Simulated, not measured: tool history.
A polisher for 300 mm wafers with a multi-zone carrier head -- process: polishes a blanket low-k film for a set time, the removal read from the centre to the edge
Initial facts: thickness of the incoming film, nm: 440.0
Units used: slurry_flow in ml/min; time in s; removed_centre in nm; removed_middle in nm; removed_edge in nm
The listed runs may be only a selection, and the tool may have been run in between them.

run	hour	slurry_flow	centre_zone	middle_zone	edge_zone	slurry_solids	time	removed_centre	removed_middle	removed_edge
1	0	205	1	1	1	1	40	18.845	18.63	18.769
2	1.3	215	1.03	1.03	1.04	1.1	40	20.672	19.804	20.106
3	4.1	215	1.08	1.03	1.04	1.1	40	21.589	19.824	19.934
4	5.8	215	1.08	1.03	1.08	1.1	40	22.029	19.991	20.42
5	13.8	215	1.08	1.03	1.08	1.3	40	23.017	21.175	22.055
6	21.1	250	1.08	1.03	1.08	1.3	40	23.673	21.938	21.959
7	26.6	250	1.09	1.05	1.09	1.35	40	24.361	22.598	22.51
8	33.2	250	1.09	1.06	1.1	1.4	40	25.013	23.214	23.097

For run 9, what comes out?
9	42.1	255	1.09	1.07	1.11	1.4	40	?	?	?

{"run 9": {"removed_centre": 24.807, "removed_middle": 23.532, "removed_edge": 23.583}}

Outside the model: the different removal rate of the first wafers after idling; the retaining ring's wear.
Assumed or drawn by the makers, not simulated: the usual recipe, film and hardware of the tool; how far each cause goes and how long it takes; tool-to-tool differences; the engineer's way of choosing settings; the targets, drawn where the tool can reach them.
